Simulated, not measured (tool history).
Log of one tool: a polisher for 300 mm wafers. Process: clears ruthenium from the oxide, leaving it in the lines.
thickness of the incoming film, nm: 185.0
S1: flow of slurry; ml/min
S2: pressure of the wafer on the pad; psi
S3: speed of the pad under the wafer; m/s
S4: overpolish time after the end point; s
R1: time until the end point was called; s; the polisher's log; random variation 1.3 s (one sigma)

run	day	S1	S2	S3	S4	R1
1	0	160	2.4	0.94	20	124.57
2	0.2	160	2.4	0.94	20	125.17
3	0.404	155	2.3	0.94	20	129.24
4	0.692	175	2.3	0.94	20	129.15
5	1.029	215	2.3	0.94	20	123.16
6	1.271	210	2.2	0.94	20	131.16
7	1.488	210	2.1	0.94	20	135.77
8	1.633	205	2.1	0.94	20	134.91
9	1.671	200	2	0.94	20	142.55
10	1.925	195	2	0.94	20	146.51
11	2.296	190	2	0.94	20	144.21
12	2.358	185	2	0.94	20	147

Run 13 comes next. What will it give?
13	2.429	180	2	0.94	20	?

{"run 13": {"R1": 146.12}}
